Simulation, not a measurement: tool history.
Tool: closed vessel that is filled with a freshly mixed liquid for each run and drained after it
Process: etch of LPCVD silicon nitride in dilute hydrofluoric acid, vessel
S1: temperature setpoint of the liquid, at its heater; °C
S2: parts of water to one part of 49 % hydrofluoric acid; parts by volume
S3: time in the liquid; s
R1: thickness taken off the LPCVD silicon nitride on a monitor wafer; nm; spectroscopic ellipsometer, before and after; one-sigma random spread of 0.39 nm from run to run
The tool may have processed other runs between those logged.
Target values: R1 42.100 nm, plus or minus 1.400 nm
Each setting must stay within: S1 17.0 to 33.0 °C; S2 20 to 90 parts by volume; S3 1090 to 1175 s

run	hour	S1	S2	S3	R1
1	0.0	25.0	50	1090	14.041
2	2.2	25.0	50	1090	13.975
3	5.2	27.5	40	1095	21.025
4	9.9	27.5	45	1095	18.539
5	11.3	29.5	40	1095	23.850
6	20.1	29.5	40	1090	23.824
7	26.7	30.5	35	1090	28.894
8	32.8	30.5	35	1090	28.891
9	40.2	30.5	35	1090	28.926
10	44.8	31.5	30	1090	35.427
11	50.1	32.0	30	1090	37.206
12	54.5	32.5	30	1090	38.060
13	63.9	33.0	25	1090	47.650
14	69.5	32.5	25	1090	45.471
15	74.4	32.5	25	1090	46.218
16	80.8	32.0	25	1090	43.943

4 candidate next runs follow, results not yet known. Just one meets every target within its allowed miss. Identify it.
A	87.2	31.5	25	1165	?
B	87.2	33.0	30	1175	?
C	87.2	32.5	30	1100	?
D	87.2	32.0	25	1130	?

move	R1
A	46.087
B	42.872
C	38.871
D	46.172
A: moves away from the targets compared with the last run
B: every result lands within tolerance
C: the result that was furthest off in the last run now lies on the other side of its target
D: moves away from the targets compared with the last run
Go with B: it meets all targets.

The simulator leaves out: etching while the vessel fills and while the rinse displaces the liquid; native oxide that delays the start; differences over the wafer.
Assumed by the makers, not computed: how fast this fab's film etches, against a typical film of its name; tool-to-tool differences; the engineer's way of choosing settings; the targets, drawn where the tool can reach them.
